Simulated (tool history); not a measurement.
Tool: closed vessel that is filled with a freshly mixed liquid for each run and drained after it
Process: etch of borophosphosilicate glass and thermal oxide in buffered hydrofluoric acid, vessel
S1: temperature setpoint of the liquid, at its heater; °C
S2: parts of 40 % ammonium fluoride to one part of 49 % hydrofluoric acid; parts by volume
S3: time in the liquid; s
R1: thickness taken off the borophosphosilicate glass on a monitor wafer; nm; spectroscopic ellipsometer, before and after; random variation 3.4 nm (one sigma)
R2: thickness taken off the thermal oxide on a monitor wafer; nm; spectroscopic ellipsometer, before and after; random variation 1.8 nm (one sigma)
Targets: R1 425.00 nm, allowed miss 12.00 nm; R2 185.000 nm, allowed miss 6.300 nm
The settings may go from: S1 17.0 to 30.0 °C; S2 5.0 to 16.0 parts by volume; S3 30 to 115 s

run,day,S1,S2,S3,R1,R2
1,0.000,22.0,9.5,60,142.34,63.059
2,0.354,18.5,9.5,60,116.66,49.961
3,0.725,17.0,9.5,60,107.98,46.346
4,0.867,17.0,8.0,60,125.85,54.700
5,1.179,19.0,7.5,65,165.99,71.996
6,1.208,21.0,7.0,65,197.67,86.483
# day 1.508: thermometer replaced
7,1.508,25.0,5.0,70,378.84,163.570
8,1.617,25.0,5.0,70,374.14,163.180
9,1.925,25.5,5.0,70,389.65,166.950
10,1.988,26.5,5.0,70,405.12,176.800

4 next moves are on the table. One of them brings every result within its allowed miss. Which?
A,2.050,30.0,7.0,75,?,?
B,2.050,26.5,6.0,80,?,?
C,2.050,30.0,5.5,65,?,?
D,2.050,24.0,5.5,85,?,?

move,R1,R2
A,391.43,170.450
B,398.33,172.620
C,418.97,181.680
D,399.68,172.520
A: further off than the last run
B: further off than the last run
C: meets every target
D: further off than the last run
Answer: C
